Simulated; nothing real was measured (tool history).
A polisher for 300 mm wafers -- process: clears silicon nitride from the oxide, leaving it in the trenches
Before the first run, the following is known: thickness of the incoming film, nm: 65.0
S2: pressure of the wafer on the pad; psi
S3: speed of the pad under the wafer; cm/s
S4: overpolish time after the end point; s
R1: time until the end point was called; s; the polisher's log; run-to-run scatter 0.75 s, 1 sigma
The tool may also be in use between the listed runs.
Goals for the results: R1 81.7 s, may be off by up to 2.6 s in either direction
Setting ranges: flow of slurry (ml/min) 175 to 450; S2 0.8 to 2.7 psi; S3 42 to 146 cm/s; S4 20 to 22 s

Run 1, hour 0: flow of slurry (ml/min) 290, S2 1.7 psi, S3 94 cm/s, S4 20 s. Result: R1 119.2 s.
Run 2, hour 2.9: flow of slurry (ml/min) 290, S2 1.7 psi, S3 94 cm/s, S4 22 s. Result: R1 119.04 s.
Run 3, hour 7.8: flow of slurry (ml/min) 290, S2 1.8 psi, S3 94 cm/s, S4 22 s. Result: R1 111.97 s.
Run 4, hour 13.1: flow of slurry (ml/min) 290, S2 1.4 psi, S3 94 cm/s, S4 22 s. Result: R1 142.92 s.
Run 5, hour 15.1: flow of slurry (ml/min) 290, S2 1.4 psi, S3 82 cm/s, S4 22 s. Result: R1 160.17 s.
Run 6, hour 23.6: flow of slurry (ml/min) 290, S2 1.4 psi, S3 92 cm/s, S4 22 s. Result: R1 146.85 s.
Run 7, hour 28.8: flow of slurry (ml/min) 290, S2 1.6 psi, S3 92 cm/s, S4 22 s. Result: R1 128.91 s.
Run 8, hour 30.9: flow of slurry (ml/min) 290, S2 1.8 psi, S3 92 cm/s, S4 22 s. Result: R1 113.38 s.
Run 9, hour 31.8: flow of slurry (ml/min) 290, S2 1.9 psi, S3 92 cm/s, S4 22 s. Result: R1 108.1 s.
Run 10, hour 35.4: flow of slurry (ml/min) 290, S2 2 psi, S3 92 cm/s, S4 22 s. Result: R1 104.54 s.
Run 11, hour 43: flow of slurry (ml/min) 290, S2 2 psi, S3 92 cm/s, S4 22 s. Result: R1 103.51 s.
Run 12, hour 50.9: flow of slurry (ml/min) 290, S2 2.1 psi, S3 92 cm/s, S4 22 s. Result: R1 98.938 s.
Run 13, hour 51.7: flow of slurry (ml/min) 290, S2 2.2 psi, S3 92 cm/s, S4 22 s. Result: R1 96.414 s.
Run 14, hour 60: flow of slurry (ml/min) 290, S2 2.3 psi, S3 92 cm/s, S4 22 s. Result: R1 90.037 s.
Run 15, hour 66.5: flow of slurry (ml/min) 290, S2 2.4 psi, S3 92 cm/s, S4 22 s. Result: R1 87.204 s.

Pick the move, out of 4, that brings all results within their allowed miss; only one does.
Run A, hour 73: flow of slurry (ml/min) 355, S2 2.3 psi, S3 102 cm/s, S4 20 s. Result: R1 ?.
Run B, hour 73: flow of slurry (ml/min) 280, S2 2.3 psi, S3 86 cm/s, S4 22 s. Result: R1 ?.
Run C, hour 73: flow of slurry (ml/min) 285, S2 2.3 psi, S3 94 cm/s, S4 21 s. Result: R1 ?.
Run D, hour 73: flow of slurry (ml/min) 300, S2 2.4 psi, S3 88 cm/s, S4 22 s. Result: R1 ?.

move      R1
   A  81.248
   B  96.687
   C  89.022
   D   90.33
A: in spec on every target
B: further off than the last run
C: further off than the last run
D: further off than the last run
Go with A: it meets all targets.
